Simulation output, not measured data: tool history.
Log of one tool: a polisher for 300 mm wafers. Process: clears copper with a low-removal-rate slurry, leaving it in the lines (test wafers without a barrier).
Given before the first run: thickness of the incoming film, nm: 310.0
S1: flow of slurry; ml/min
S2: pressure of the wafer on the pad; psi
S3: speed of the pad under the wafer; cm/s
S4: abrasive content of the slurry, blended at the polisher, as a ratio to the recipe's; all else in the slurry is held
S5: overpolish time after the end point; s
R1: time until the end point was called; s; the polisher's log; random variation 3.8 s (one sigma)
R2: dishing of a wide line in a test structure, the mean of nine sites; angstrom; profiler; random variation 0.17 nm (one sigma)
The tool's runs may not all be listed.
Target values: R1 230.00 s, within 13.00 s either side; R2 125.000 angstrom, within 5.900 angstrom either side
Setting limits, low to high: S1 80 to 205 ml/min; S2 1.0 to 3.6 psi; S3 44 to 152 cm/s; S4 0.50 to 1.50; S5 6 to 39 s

run	hour	S1	S2	S3	S4	S5	R1	R2
1	0.0	135	2.3	98	1.00	20	196.22	264.490
2	8.7	135	2.3	98	1.00	26	194.53	328.900
3	11.0	135	2.2	98	1.00	24	197.85	294.680
4	17.5	135	2.2	98	1.00	31	201.19	374.230
5	23.8	135	2.1	98	1.00	28	210.78	318.210
6	30.2	140	2.0	98	1.00	26	215.04	293.650
7	38.6	140	1.9	100	1.00	24	231.64	268.070
8	47.5	175	2.5	72	1.20	14	218.16	173.940
9	52.9	175	2.5	72	1.20	13	210.34	160.980
10	60.0	175	2.5	72	1.20	13	206.03	159.350
11	65.3	165	2.2	72	1.20	9	242.69	98.437
12	69.1	180	2.3	72	1.15	10	230.98	117.720
13	77.2	180	2.3	72	1.15	10	231.54	117.520
14	82.9	185	2.3	72	1.15	10	231.03	116.390
15	85.1	185	2.3	72	1.15	10	227.11	114.540
# hour 86.6: slurry nozzle cleaned
16	86.6	180	2.3	70	1.20	11	211.81	134.140

Of the 4 settings listed for the next run, only one would bring every result within its allowed miss of target. Which one?
A	88.1	195	2.3	70	0.95	11	?	?
B	88.1	120	3.0	56	1.00	12	?	?
C	88.1	200	2.6	70	1.20	10	?	?
D	88.1	205	2.0	96	1.25	11	?	?

move	R1	R2
A	229.06	130.420
B	225.21	144.790
C	190.21	142.550
D	183.76	160.280
A: hits every target within its allowed miss
B: moves away from the targets compared with the last run
C: moves away from the targets compared with the last run
D: moves away from the targets compared with the last run
A is the move that brings every result within its allowed miss.
